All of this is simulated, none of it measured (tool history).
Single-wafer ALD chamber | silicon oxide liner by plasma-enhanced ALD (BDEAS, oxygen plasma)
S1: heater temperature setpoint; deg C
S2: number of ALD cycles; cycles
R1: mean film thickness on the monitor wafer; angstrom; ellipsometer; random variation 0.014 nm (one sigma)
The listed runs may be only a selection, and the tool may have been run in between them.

run  hour   S1  S2      R1
  1   0.0  315  65  62.566
  2   2.3  316  61  58.467
  3  11.1  311  61  59.140
  4  14.3  311  68  66.115
  5  16.7  313  64  61.854
  6  21.3  303  64  62.433
  7  24.6  303  60  58.498
  8  29.7  303  57  55.710
  9  38.5  303  55  53.739
 10  44.7  303  53  51.893
 11  50.4  303  52  50.842
 12  57.3  303  51  49.529
 13  58.8  304  51  49.607
 14  63.5  305  51  49.487
 15  67.3  305  51  49.369

Run 16, settings as shown, results not yet in. Your forecast:
 16  76.3  306  51   ?

Run 16 gave R1 49.701 angstrom.
